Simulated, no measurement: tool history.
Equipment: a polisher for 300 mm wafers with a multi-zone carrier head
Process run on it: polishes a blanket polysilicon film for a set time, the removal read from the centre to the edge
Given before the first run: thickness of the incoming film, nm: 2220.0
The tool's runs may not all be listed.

| run | hour | flow of slurry (ml/min) | pressure of the head's centre zone | pressure of the head's middle zone | pressure of the head's edge zone | polishing time (s) | film removed at the wafer's centre (Å) | film removed at mid-radius (Å) | film removed at the wafer's edge (Å) |
|---|---|---|---|---|---|---|---|---|---|
| 1 | 0.0 | 250 | 1.00 | 1.00 | 1.00 | 41 | 5194.0 | 5165.8 | 5121.2 |
| 2 | 1.8 | 255 | 1.01 | 1.02 | 1.02 | 42 | 5338.5 | 5500.2 | 5277.7 |
| 3 | 8.2 | 260 | 1.02 | 1.02 | 1.04 | 43 | 5449.4 | 5630.9 | 5479.8 |
| 4 | 13.0 | 260 | 1.02 | 1.02 | 0.95 | 43 | 5539.5 | 5573.1 | 5177.3 |
| 5 | 15.7 | 295 | 1.02 | 1.02 | 0.95 | 43 | 5545.8 | 5678.8 | 5296.6 |
| 6 | 22.7 | 295 | 1.02 | 1.02 | 0.95 | 40 | 5214.3 | 5253.1 | 4949.4 |
| 7 | 31.0 | 305 | 1.03 | 1.02 | 0.98 | 41 | 5317.3 | 5551.7 | 5180.1 |
| 8 | 34.1 | 310 | 1.05 | 1.02 | 1.01 | 42 | 5555.4 | 5640.7 | 5307.9 |
| 9 | 37.3 | 310 | 1.05 | 1.02 | 1.03 | 43 | 5819.8 | 5679.6 | 5480.0 |
| 10 | 43.7 | 315 | 1.04 | 1.03 | 1.05 | 44 | 5765.4 | 5932.7 | 5695.4 |
| 11 | 50.0 | 320 | 1.04 | 1.03 | 1.07 | 45 | 6038.0 | 6086.3 | 5845.5 |

Forecast run 12:
| 12 | 54.5 | 320 | 1.03 | 1.03 | 1.08 | 46 | ? | ? | ? |

Run 12 produced film removed at the wafer's centre (Å) 6014.9, film removed at mid-radius (Å) 6169.1, film removed at the wafer's edge (Å) 6013.6.

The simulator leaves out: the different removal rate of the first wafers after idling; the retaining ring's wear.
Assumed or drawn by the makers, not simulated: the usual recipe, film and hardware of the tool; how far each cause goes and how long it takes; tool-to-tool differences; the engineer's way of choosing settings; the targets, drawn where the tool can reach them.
